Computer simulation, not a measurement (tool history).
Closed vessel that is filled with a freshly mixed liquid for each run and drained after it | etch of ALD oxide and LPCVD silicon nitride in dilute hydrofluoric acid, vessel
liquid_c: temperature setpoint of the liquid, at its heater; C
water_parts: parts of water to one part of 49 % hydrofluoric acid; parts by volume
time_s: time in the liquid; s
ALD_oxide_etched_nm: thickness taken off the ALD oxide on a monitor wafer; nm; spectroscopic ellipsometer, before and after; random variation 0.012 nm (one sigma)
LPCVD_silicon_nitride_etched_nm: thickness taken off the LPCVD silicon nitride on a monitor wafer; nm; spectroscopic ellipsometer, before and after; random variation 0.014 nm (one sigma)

run    day  liquid_c  water_parts  time_s  ALD_oxide_etched_nm  LPCVD_silicon_nitride_etched_nm
  1      0        22          120      60               7.2894                          0.15105
  2  0.279        22          120      50               6.0831                          0.18138
  3  0.404        22          120      65               7.8715                          0.19923
  4  0.721        22          120      90               10.869                          0.34582
  5  0.996        22          120      70                8.461                          0.20634
  6  1.042      20.5          120      70               8.0118                          0.19094

Forecast run 7:
  7  1.292        20          145      70                    ?                                ?

ALD_oxide_etched_nm: 6.2719 nm
LPCVD_silicon_nitride_etched_nm: 0.13391 nm
